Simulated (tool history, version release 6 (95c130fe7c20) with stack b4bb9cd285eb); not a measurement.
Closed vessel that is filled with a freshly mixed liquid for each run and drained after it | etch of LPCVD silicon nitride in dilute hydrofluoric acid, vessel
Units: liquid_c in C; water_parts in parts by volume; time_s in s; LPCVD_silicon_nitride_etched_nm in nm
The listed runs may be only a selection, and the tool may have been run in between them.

| run | hour | liquid_c | water_parts | time_s | LPCVD_silicon_nitride_etched_nm |
|---|---|---|---|---|---|
| 1 | 0 | 20 | 225 | 1025 | 1.4902 |
| 2 | 1.8 | 20 | 225 | 815 | 1.2057 |
| 3 | 4.5 | 21.5 | 220 | 815 | 1.3407 |
| 4 | 8.9 | 22.5 | 210 | 820 | 1.499 |
| 5 | 14.4 | 23.5 | 205 | 820 | 1.6469 |
| 6 | 23.2 | 24 | 200 | 820 | 1.7725 |

Run 7 has not been measured yet. What should we expect?
| 7 | 32.1 | 24.5 | 200 | 820 | ? |

{"run 7": {"LPCVD_silicon_nitride_etched_nm": 1.8216}}
